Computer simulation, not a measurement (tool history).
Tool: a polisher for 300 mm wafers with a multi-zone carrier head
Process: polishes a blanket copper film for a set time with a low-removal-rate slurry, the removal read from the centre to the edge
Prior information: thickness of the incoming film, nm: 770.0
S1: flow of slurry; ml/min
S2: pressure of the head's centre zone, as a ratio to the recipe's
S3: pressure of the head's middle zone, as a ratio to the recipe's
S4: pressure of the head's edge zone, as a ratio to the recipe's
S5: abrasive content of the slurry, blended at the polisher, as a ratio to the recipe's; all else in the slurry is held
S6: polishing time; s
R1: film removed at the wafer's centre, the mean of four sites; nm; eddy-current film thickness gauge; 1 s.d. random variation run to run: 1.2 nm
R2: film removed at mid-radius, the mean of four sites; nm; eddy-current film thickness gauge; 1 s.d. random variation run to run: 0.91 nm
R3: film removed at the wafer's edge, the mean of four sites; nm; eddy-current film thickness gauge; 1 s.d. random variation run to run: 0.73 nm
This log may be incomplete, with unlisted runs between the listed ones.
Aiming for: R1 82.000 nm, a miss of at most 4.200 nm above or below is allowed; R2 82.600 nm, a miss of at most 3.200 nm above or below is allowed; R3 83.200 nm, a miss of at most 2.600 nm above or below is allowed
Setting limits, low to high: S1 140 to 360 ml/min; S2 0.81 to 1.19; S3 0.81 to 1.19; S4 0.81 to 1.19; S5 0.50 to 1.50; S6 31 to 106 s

run,hour,S1,S2,S3,S4,S5,S6,R1,R2,R3
1,0.0,230,1.00,1.00,1.00,1.00,68,160.890,154.940,148.010
2,5.4,220,0.96,0.97,0.97,0.85,59,127.630,124.200,122.210
3,13.1,220,0.96,0.97,0.90,0.85,59,127.020,125.300,119.280
4,17.6,170,0.96,0.97,0.90,0.85,59,124.200,119.070,114.350
5,19.0,165,0.93,0.96,0.89,0.75,54,105.600,104.920,101.130
6,23.8,140,0.93,0.96,0.89,0.75,54,104.900,104.260,100.580
7,27.8,140,0.91,0.94,0.88,0.65,52,92.489,90.418,91.483
8,33.2,140,0.90,0.94,0.86,0.60,52,89.044,90.585,87.427
9,41.7,140,0.89,0.92,0.85,0.60,52,88.416,88.402,87.649
10,50.3,140,0.88,0.91,0.84,0.60,52,89.975,87.700,86.583

Which of these 5 next moves meets every target?
A,58.9,140,0.86,1.00,0.90,0.60,51,?,?,?
B,58.9,140,0.86,0.88,0.87,0.65,53,?,?,?
C,58.9,145,0.94,0.86,0.83,0.85,47,?,?,?
D,58.9,140,0.86,0.91,0.88,0.55,50,?,?,?
E,58.9,140,0.81,1.11,0.99,0.65,47,?,?,?

move,R1,R2,R3
A,87.458,92.874,89.361
B,93.138,89.158,94.103
C,95.737,84.556,89.150
D,83.284,81.905,84.482
E,79.467,95.785,87.755
A: the biggest miss grows against the last run
B: the biggest miss grows against the last run
C: the biggest miss grows against the last run
D: all results land within tolerance of their targets
E: brings the result that was furthest off to its target, and leaves another outside
Answer: D
